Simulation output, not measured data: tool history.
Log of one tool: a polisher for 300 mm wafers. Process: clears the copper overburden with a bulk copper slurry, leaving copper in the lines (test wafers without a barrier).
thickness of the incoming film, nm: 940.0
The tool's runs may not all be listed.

| run | hour | flow of slurry (ml/min) | pressure of the wafer on the pad (psi) | speed of the pad under the wafer (cm/s) | abrasive content of the slurry | overpolish time after the end point (s) | time until the end point was called (s) | dishing of a wide line in a test structure (angstrom) |
|---|---|---|---|---|---|---|---|---|
| 1 | 0.0 | 180 | 2.4 | 88 | 1.0 | 15 | 115.980 | 464.39 |
| 2 | 4.2 | 180 | 2.2 | 88 | 1.0 | 15 | 124.480 | 451.50 |
| 3 | 9.4 | 180 | 2.5 | 90 | 1.0 | 15 | 108.050 | 492.87 |
| 4 | 14.0 | 180 | 2.5 | 90 | 1.1 | 15 | 104.650 | 488.32 |
| 5 | 15.8 | 180 | 2.5 | 72 | 1.1 | 15 | 130.720 | 457.89 |
| 6 | 22.5 | 180 | 2.8 | 74 | 1.1 | 15 | 113.760 | 491.11 |
| 7 | 31.5 | 180 | 2.8 | 74 | 1.1 | 15 | 114.270 | 458.09 |
| 8 | 36.0 | 185 | 3.4 | 78 | 1.1 | 18 | 89.946 | 586.04 |

Forecast run 9:
| 9 | 39.9 | 185 | 3.4 | 78 | 1.1 | 18 | ? | ? |

{"run 9": {"time until the end point was called (s)": 92.187, "dishing of a wide line in a test structure (angstrom)": 542.15}}
